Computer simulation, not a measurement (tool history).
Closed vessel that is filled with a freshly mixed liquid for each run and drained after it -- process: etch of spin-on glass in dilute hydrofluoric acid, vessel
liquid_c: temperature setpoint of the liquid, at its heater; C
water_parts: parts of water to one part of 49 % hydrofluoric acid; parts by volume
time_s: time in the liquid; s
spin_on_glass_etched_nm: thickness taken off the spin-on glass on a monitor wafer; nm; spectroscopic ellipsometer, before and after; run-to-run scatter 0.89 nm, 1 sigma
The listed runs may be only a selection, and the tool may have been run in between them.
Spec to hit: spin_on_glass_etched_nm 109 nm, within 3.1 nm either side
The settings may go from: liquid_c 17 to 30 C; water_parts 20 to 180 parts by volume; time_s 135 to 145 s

run 1 hour=0 | liquid_c=22 water_parts=100 time_s=135 | spin_on_glass_etched_nm=73.143
run 2 hour=8.3 | liquid_c=22 water_parts=100 time_s=145 | spin_on_glass_etched_nm=79.172
run 3 hour=15.3 | liquid_c=22 water_parts=65 time_s=145 | spin_on_glass_etched_nm=126.66
run 4 hour=16.6 | liquid_c=22 water_parts=65 time_s=145 | spin_on_glass_etched_nm=128.03
run 5 hour=21.4 | liquid_c=23.5 water_parts=65 time_s=145 | spin_on_glass_etched_nm=135.07
run 6 hour=30.4 | liquid_c=23.5 water_parts=65 time_s=145 | spin_on_glass_etched_nm=134.12
run 7 hour=32.9 | liquid_c=22 water_parts=65 time_s=145 | spin_on_glass_etched_nm=126.54
run 8 hour=36.6 | liquid_c=21 water_parts=65 time_s=145 | spin_on_glass_etched_nm=121.22
run 9 hour=42.2 | liquid_c=21 water_parts=65 time_s=145 | spin_on_glass_etched_nm=121.83
run 10 hour=44.4 | liquid_c=20.5 water_parts=65 time_s=145 | spin_on_glass_etched_nm=117.84
run 11 hour=48.4 | liquid_c=20 water_parts=65 time_s=145 | spin_on_glass_etched_nm=117.1
run 12 hour=55.7 | liquid_c=19.5 water_parts=65 time_s=145 | spin_on_glass_etched_nm=113.99

Below are 5 possible settings for the next run. Only one of them brings all results inside the allowed miss of their targets. Which is it?
run A hour=63 | liquid_c=19.5 water_parts=65 time_s=140 | spin_on_glass_etched_nm=?
run B hour=63 | liquid_c=18 water_parts=60 time_s=145 | spin_on_glass_etched_nm=?
run C hour=63 | liquid_c=17 water_parts=55 time_s=140 | spin_on_glass_etched_nm=?
run D hour=63 | liquid_c=23 water_parts=65 time_s=135 | spin_on_glass_etched_nm=?
run E hour=63 | liquid_c=20.5 water_parts=65 time_s=145 | spin_on_glass_etched_nm=?

move=A spin_on_glass_etched_nm=109.86
move=B spin_on_glass_etched_nm=116.26
move=C spin_on_glass_etched_nm=117.91
move=D spin_on_glass_etched_nm=122.59
move=E spin_on_glass_etched_nm=118.68
A: in spec on every target
B: misses by more than the last run did
C: misses by more than the last run did
D: misses by more than the last run did
E: misses by more than the last run did
A meets every target.
